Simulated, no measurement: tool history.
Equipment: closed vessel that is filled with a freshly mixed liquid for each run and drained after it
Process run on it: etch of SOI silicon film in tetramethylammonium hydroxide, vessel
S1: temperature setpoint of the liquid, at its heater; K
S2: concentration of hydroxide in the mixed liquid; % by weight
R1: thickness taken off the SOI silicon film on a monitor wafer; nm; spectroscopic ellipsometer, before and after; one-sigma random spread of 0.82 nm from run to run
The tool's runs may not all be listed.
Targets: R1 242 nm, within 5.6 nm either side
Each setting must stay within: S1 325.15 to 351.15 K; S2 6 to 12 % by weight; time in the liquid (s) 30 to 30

{"run": 1, "day": 0.0, "S1": 338.15, "S2": 8, "time in the liquid (s)": 30, "R1": 166.58}
{"run": 2, "day": 0.375, "S1": 338.15, "S2": 8, "time in the liquid (s)": 30, "R1": 165.42}
{"run": 3, "day": 0.492, "S1": 338.15, "S2": 7, "time in the liquid (s)": 30, "R1": 172.11}
{"run": 4, "day": 0.838, "S1": 338.15, "S2": 7, "time in the liquid (s)": 30, "R1": 173.06}
{"run": 5, "day": 0.921, "S1": 338.15, "S2": 7, "time in the liquid (s)": 30, "R1": 171.46}
{"run": 6, "day": 0.962, "S1": 339.65, "S2": 7, "time in the liquid (s)": 30, "R1": 188}
{"run": 7, "day": 1.312, "S1": 339.65, "S2": 7, "time in the liquid (s)": 30, "R1": 190.09}
{"run": 8, "day": 1.633, "S1": 340.65, "S2": 7, "time in the liquid (s)": 30, "R1": 200.81}
{"run": 9, "day": 2.0, "S1": 341.65, "S2": 7, "time in the liquid (s)": 30, "R1": 213.32}
{"run": 10, "day": 2.138, "S1": 342.15, "S2": 7, "time in the liquid (s)": 30, "R1": 217.65}
{"run": 11, "day": 2.446, "S1": 342.65, "S2": 7, "time in the liquid (s)": 30, "R1": 226.07}
{"run": 12, "day": 2.675, "S1": 343.15, "S2": 7, "time in the liquid (s)": 30, "R1": 233.35}

Which of these 4 next moves meets every target?
{"run": "A", "day": 2.904, "S1": 343.65, "S2": 6.5, "time in the liquid (s)": 30, "R1": "?"}
{"run": "B", "day": 2.904, "S1": 343.15, "S2": 7.5, "time in the liquid (s)": 30, "R1": "?"}
{"run": "C", "day": 2.904, "S1": 342.65, "S2": 6.5, "time in the liquid (s)": 30, "R1": "?"}
{"run": "D", "day": 2.904, "S1": 343.65, "S2": 8, "time in the liquid (s)": 30, "R1": "?"}

move=A R1=243.95
move=B R1=228.2
move=C R1=230.04
move=D R1=230.51
A: hits every target within its allowed miss
B: its largest miss is bigger than the last run's
C: its largest miss is bigger than the last run's
D: its largest miss is bigger than the last run's
So the answer is move A, the one that meets all the targets.

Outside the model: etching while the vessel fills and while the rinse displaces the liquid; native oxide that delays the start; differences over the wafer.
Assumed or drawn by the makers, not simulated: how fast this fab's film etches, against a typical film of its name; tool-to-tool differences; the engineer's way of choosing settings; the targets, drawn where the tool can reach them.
